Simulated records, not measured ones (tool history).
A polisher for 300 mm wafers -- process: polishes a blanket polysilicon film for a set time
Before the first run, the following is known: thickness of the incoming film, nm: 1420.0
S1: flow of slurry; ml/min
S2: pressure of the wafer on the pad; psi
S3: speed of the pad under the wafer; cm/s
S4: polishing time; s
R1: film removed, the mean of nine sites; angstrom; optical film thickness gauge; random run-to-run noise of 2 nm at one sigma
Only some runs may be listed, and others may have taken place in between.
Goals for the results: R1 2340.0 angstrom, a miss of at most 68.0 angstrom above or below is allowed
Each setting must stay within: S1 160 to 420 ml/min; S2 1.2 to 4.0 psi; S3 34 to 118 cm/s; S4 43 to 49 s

run,hour,S1,S2,S3,S4,R1
1,0.0,270,2.6,76,49,3066.6
2,8.9,270,2.1,76,49,2501.8
3,17.0,220,2.1,76,49,2439.8
4,23.8,220,2.1,84,49,2684.1
5,31.2,220,2.1,76,49,2454.7
6,32.8,220,2.5,76,49,2894.2
7,35.7,220,2.4,76,49,2784.9
# hour 41.4: head pressure recalibrated
8,41.4,215,1.9,76,49,1956.2
9,45.9,230,1.9,76,49,2032.6
10,49.7,235,1.9,76,49,2035.5
11,56.1,245,2.3,76,49,2467.1
12,63.5,250,2.3,76,49,2497.1
13,67.4,235,2.1,76,49,2226.4

Which of these 4 next moves meets every target?
A,71.3,205,2.3,88,46,?
B,71.3,255,2.3,82,44,?
C,71.3,255,1.8,102,49,?
D,71.3,235,2.1,90,46,?

move,R1
A,2591.2
B,2386.9
C,2582.2
D,2471.0
A: takes the biggest miss from the last run beyond its target
B: all results land within tolerance of their targets
C: takes the biggest miss from the last run beyond its target
D: takes the biggest miss from the last run beyond its target
Correct choice: B, which meets every target
